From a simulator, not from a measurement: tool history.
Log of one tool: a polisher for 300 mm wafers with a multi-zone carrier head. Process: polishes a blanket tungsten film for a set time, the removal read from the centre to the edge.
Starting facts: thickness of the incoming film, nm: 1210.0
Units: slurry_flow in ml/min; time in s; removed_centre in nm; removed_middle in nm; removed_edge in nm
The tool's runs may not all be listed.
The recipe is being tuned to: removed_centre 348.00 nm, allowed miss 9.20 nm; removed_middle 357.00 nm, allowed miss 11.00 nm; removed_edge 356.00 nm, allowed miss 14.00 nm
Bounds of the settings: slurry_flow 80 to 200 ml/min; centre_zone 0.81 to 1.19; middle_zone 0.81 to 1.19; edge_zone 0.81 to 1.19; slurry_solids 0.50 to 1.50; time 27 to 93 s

run  hour  slurry_flow  centre_zone  middle_zone  edge_zone  slurry_solids  time  removed_centre  removed_middle  removed_edge
  1   0.0          130         1.00         1.00       1.00           1.00    59          451.64          416.62        398.10
  2   1.2          120         0.97         0.99       0.99           0.95    59          424.10          406.45        392.26
  3   2.1          120         0.97         0.99       0.99           0.95    67          474.85          463.03        446.53
  4   9.0          115         0.95         0.97       0.97           0.85    66          443.23          432.72        423.87
  5  11.2          115         0.93         0.96       0.95           0.75    66          421.86          417.70        421.64
  6  17.1          115         0.93         0.96       0.95           0.75    58          375.16          362.89        362.87
  7  18.8          110         0.92         0.96       0.95           0.75    58          371.95          362.51        356.69
  8  22.7          105         0.91         0.96       0.96           0.75    58          355.38          355.68        362.87

Of the 5 settings listed for the next run, only one would bring every result within its allowed miss of target. Which one?
  A  26.6          120         0.94         1.00       0.93           0.75    53               ?               ?             ?
  B  26.6          115         0.91         0.97       0.96           0.80    57               ?               ?             ?
  C  26.6          135         0.92         1.01       1.07           0.55    57               ?               ?             ?
  D  26.6           95         0.91         0.98       0.94           0.70    61               ?               ?             ?
  E  26.6           90         0.91         0.91       0.93           0.85    60               ?               ?             ?

move  removed_centre  removed_middle  removed_edge
   A          347.93          346.18        326.49
   B          364.28          365.39        359.71
   C          351.20          359.06        357.36
   D          365.71          371.73        362.70
   E          370.53          354.67        367.77
A: gets the furthest-off result to its target, but another result is out of tolerance
B: its largest miss is bigger than the last run's
C: every result within its allowed miss
D: its largest miss is bigger than the last run's
E: its largest miss is bigger than the last run's
Answer: C
